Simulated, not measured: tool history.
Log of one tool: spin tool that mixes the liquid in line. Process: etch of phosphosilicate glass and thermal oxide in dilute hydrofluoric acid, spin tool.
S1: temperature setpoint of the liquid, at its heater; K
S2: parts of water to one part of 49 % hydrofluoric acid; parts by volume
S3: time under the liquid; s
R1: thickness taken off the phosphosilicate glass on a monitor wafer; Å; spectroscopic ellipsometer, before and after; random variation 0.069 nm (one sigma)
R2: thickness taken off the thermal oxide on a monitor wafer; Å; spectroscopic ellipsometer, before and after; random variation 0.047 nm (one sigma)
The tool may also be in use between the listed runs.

{"run": 1, "day": 0.0, "S1": 293.15, "S2": 160, "S3": 40, "R1": 170.27, "R2": 8.9554}
{"run": 2, "day": 0.171, "S1": 294.15, "S2": 160, "S3": 40, "R1": 177.89, "R2": 10.344}
{"run": 3, "day": 0.292, "S1": 294.15, "S2": 155, "S3": 40, "R1": 183.65, "R2": 9.3944}
{"run": 4, "day": 0.35, "S1": 294.15, "S2": 190, "S3": 40, "R1": 145.07, "R2": 7.7838}
{"run": 5, "day": 0.692, "S1": 294.15, "S2": 160, "S3": 40, "R1": 176.47, "R2": 10.114}
{"run": 6, "day": 0.867, "S1": 294.15, "S2": 120, "S3": 40, "R1": 246.71, "R2": 13.959}
{"run": 7, "day": 0.962, "S1": 293.65, "S2": 120, "S3": 40, "R1": 243.96, "R2": 12.611}
{"run": 8, "day": 1.138, "S1": 293.65, "S2": 125, "S3": 40, "R1": 231.89, "R2": 13.383}
{"run": 9, "day": 1.467, "S1": 293.15, "S2": 125, "S3": 40, "R1": 226.29, "R2": 12.882}

Forecast run 10:
{"run": 10, "day": 1.696, "S1": 292.65, "S2": 125, "S3": 40, "R1": "?", "R2": "?"}

R1: 223.05 Å
R2: 11.1550 Å

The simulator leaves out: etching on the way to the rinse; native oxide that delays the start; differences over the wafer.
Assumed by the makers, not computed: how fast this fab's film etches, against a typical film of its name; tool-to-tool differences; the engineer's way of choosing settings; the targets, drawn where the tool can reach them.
